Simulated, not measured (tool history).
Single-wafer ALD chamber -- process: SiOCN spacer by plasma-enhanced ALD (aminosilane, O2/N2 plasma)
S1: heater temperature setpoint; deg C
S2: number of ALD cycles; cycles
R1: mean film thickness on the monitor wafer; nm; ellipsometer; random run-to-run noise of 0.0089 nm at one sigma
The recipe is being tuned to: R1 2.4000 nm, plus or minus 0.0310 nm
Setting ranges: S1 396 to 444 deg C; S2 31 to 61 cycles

run,day,S1,S2,R1
1,0.000,420,46,2.5835
2,0.171,420,51,2.8618
3,0.392,431,51,2.7620
4,0.633,431,56,3.0237
5,0.700,431,58,3.1404
6,1.033,425,58,3.1997
7,1.188,427,56,3.0619
8,1.429,429,54,2.9462
9,1.567,431,53,2.8597
10,1.625,433,52,2.7962
11,1.738,434,51,2.7567
12,2.104,435,50,2.6724
13,2.158,436,49,2.6025
14,2.533,437,49,2.6010
15,2.692,438,49,2.6043
16,2.879,439,48,2.5333
17,2.975,440,48,2.5344
18,3.017,442,47,2.4573

5 candidate next runs follow, results not yet known. Just one meets every target within its allowed miss. Identify it.
A,3.058,444,48,?
B,3.058,444,46,?
C,3.058,419,45,?
D,3.058,442,48,?
E,3.058,430,47,?

move,R1
A,2.5093
B,2.4047
C,2.5296
D,2.5244
E,2.5606
A: further off than the last run
B: hits every target within its allowed miss
C: further off than the last run
D: further off than the last run
E: further off than the last run
B is the move that brings every result within its allowed miss.
